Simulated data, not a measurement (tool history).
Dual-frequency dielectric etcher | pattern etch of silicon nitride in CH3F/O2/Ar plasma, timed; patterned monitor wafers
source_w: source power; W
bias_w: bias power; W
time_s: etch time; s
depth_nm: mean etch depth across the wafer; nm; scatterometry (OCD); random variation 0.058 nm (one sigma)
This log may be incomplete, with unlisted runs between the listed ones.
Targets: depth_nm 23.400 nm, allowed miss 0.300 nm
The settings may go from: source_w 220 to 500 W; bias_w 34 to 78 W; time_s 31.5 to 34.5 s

run	hour	source_w	bias_w	time_s	depth_nm
1	0.0	360	56	34.5	21.963
2	3.9	370	56	34.5	22.192
3	5.1	380	56	34.5	22.393
4	5.6	390	56	34.5	22.559
5	8.0	400	56	34.5	22.833
6	9.9	400	56	31.5	20.850
7	14.9	410	58	31.5	21.333
8	18.1	420	60	31.5	21.768
9	24.7	430	61	31.5	22.037
10	33.0	440	62	31.5	22.253

Below are 5 possible settings for the next run. Only one of them brings all results inside the allowed miss of their targets. Which is it?
A	41.3	460	40	34.5	?
B	41.3	500	55	33.5	?
C	41.3	490	53	31.5	?
D	41.3	450	46	33.0	?
E	41.3	480	55	33.5	?

move	depth_nm
A	21.391
B	23.781
C	21.921
D	21.238
E	23.433
A: moves away from the targets compared with the last run
B: carries the result that was furthest off beyond its target, to the other side
C: moves away from the targets compared with the last run
D: moves away from the targets compared with the last run
E: every result lands within tolerance
Go with E: it meets all targets.

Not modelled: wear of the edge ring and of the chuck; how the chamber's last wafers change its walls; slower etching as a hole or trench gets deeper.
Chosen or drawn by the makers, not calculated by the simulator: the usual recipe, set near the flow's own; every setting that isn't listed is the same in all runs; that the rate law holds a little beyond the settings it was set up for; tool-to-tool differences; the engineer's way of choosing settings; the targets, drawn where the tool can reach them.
